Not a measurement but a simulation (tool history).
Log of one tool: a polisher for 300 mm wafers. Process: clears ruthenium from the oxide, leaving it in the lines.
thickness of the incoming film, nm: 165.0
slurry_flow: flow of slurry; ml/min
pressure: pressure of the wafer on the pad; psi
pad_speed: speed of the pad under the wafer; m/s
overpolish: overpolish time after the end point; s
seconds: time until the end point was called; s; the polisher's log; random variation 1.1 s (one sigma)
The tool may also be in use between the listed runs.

run	hour	slurry_flow	pressure	pad_speed	overpolish	seconds
1	0.0	145	2.1	1.22	54	126.000
2	5.2	145	2.1	1.42	54	108.830
3	7.1	145	2.2	1.44	54	103.650
4	11.5	145	2.3	1.46	54	95.822
5	19.5	145	2.4	1.46	54	96.101
6	23.1	165	2.4	1.46	54	89.802
7	30.4	170	2.5	1.46	54	89.705
8	39.3	170	2.6	1.48	54	83.020
9	48.0	170	2.6	1.48	54	82.534
10	57.0	170	2.7	1.48	54	81.619
11	65.6	170	2.8	1.50	54	75.265

Forecast run 12:
12	66.9	170	3.0	1.52	54	?

seconds: 72.709 s

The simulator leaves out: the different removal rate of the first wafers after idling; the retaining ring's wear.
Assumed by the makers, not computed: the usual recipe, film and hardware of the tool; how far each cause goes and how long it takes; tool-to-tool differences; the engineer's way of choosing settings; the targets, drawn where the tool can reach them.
